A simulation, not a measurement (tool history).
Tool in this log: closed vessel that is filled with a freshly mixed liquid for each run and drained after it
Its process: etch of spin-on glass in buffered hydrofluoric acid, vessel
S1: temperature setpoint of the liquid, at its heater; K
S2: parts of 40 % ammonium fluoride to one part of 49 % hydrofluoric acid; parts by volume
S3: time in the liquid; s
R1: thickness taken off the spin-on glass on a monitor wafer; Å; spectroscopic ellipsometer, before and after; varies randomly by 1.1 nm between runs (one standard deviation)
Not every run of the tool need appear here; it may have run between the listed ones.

Run 1, hour 0: S1 294.15 K, S2 23.5 parts by volume, S3 95 s. Result: R1 862.6 Å.
Run 2, hour 1.1: S1 295.65 K, S2 23.5 parts by volume, S3 95 s. Result: R1 940.97 Å.
Run 3, hour 3.8: S1 295.65 K, S2 23.5 parts by volume, S3 95 s. Result: R1 947.61 Å.
Run 4, hour 5.4: S1 295.65 K, S2 27.5 parts by volume, S3 95 s. Result: R1 839.74 Å.
Run 5, hour 8.1: S1 297.15 K, S2 27.5 parts by volume, S3 95 s. Result: R1 902.88 Å.
Run 6, hour 14.2: S1 298.65 K, S2 27 parts by volume, S3 95 s. Result: R1 989.48 Å.
Run 7, hour 20.7: S1 299.65 K, S2 26.5 parts by volume, S3 95 s. Result: R1 1068.6 Å.
Run 8, hour 25: S1 300.15 K, S2 26.5 parts by volume, S3 95 s. Result: R1 1094.3 Å.
Run 9, hour 30.8: S1 300.65 K, S2 26.5 parts by volume, S3 95 s. Result: R1 1140.6 Å.

Run 10, settings as shown, results not yet in. Your forecast:
Run 10, hour 39.7: S1 301.15 K, S2 26.5 parts by volume, S3 95 s. Result: R1 ?.

R1: 1151.2 Å
